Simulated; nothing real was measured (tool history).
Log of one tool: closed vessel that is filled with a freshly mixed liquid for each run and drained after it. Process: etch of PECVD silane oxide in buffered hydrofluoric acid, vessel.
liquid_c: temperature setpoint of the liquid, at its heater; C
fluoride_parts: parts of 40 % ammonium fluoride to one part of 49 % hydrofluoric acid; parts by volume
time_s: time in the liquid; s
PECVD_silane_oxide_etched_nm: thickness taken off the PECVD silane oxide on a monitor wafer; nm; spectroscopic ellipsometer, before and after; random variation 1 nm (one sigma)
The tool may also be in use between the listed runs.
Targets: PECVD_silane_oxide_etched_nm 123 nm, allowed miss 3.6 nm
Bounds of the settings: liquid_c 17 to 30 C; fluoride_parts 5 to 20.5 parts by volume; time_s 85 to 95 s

run	hour	liquid_c	fluoride_parts	time_s	PECVD_silane_oxide_etched_nm
1	0	22	12.5	85	89.406
2	5.9	22	12.5	85	89.871
3	14.3	23	12.5	85	94.591
4	23.2	24	12.5	85	100.17
5	28.8	25	12.5	85	106.34
6	36.2	23	12.5	85	94.072
7	39.2	24	12.5	85	99.717
8	46	25	12.5	85	106.29
9	54.5	25.5	12.5	85	107.79
10	63	26	12.5	85	114.11
11	71.8	26	12.5	85	112.31

Which of these 5 next moves meets every target?
A	80.6	25	14.5	90	?
B	80.6	26	12	90	?
C	80.6	29	18.5	95	?
D	80.6	26.5	14	90	?
E	80.6	27	12	90	?

move	PECVD_silane_oxide_etched_nm
A	97.795
B	124.29
C	100.7
D	109.77
E	131.15
A: further off than the last run
B: meets every target
C: further off than the last run
D: further off than the last run
E: takes the result that was furthest off past its target
The right move is B.

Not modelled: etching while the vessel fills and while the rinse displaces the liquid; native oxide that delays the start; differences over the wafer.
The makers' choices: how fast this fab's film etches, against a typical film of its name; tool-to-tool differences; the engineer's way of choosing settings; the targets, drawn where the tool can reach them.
